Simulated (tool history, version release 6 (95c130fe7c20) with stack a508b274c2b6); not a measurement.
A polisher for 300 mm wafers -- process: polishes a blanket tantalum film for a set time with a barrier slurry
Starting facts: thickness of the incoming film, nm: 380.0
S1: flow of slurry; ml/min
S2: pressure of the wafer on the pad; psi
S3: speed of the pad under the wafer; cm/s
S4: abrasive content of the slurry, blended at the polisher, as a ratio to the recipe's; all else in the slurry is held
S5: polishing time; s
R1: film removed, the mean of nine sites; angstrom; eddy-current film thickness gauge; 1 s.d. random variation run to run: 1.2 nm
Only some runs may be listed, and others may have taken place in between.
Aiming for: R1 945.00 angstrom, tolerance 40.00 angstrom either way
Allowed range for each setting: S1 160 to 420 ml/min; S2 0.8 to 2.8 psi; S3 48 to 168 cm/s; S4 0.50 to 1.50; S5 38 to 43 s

| run | hour | S1 | S2 | S3 | S4 | S5 | R1 |
|---|---|---|---|---|---|---|---|
| 1 | 0.0 | 270 | 1.8 | 108 | 1.00 | 43 | 631.59 |
| 2 | 7.0 | 270 | 1.9 | 108 | 1.00 | 43 | 670.20 |
| 3 | 15.9 | 270 | 1.9 | 108 | 0.85 | 43 | 628.58 |
| 4 | 17.9 | 335 | 1.9 | 108 | 0.85 | 43 | 632.27 |
| 5 | 25.5 | 335 | 2.0 | 108 | 0.85 | 43 | 669.62 |
| 6 | 28.2 | 335 | 2.1 | 108 | 0.85 | 43 | 697.44 |
| 7 | 33.5 | 335 | 2.2 | 108 | 0.85 | 43 | 719.15 |
| 8 | 37.4 | 335 | 2.7 | 112 | 0.85 | 43 | 899.94 |
| 9 | 45.6 | 335 | 2.7 | 112 | 0.85 | 43 | 873.28 |

Below are 5 possible settings for the next run. Only one of them brings all results inside the allowed miss of their targets. Which is it?
| A | 53.8 | 360 | 2.8 | 120 | 0.70 | 43 | ? |
| B | 53.8 | 300 | 2.8 | 92 | 0.85 | 41 | ? |
| C | 53.8 | 340 | 2.7 | 128 | 0.85 | 43 | ? |
| D | 53.8 | 420 | 2.8 | 104 | 0.55 | 43 | ? |
| E | 53.8 | 310 | 2.7 | 96 | 0.90 | 43 | ? |

| move | R1 |
|---|---|
| A | 944.26 |
| B | 741.10 |
| C | 1024.40 |
| D | 774.11 |
| E | 797.26 |
A: in spec on every target
B: lands further from the targets than the last run did
C: takes the result that was furthest off past its target
D: lands further from the targets than the last run did
E: lands further from the targets than the last run did
The move that meets every target is A.
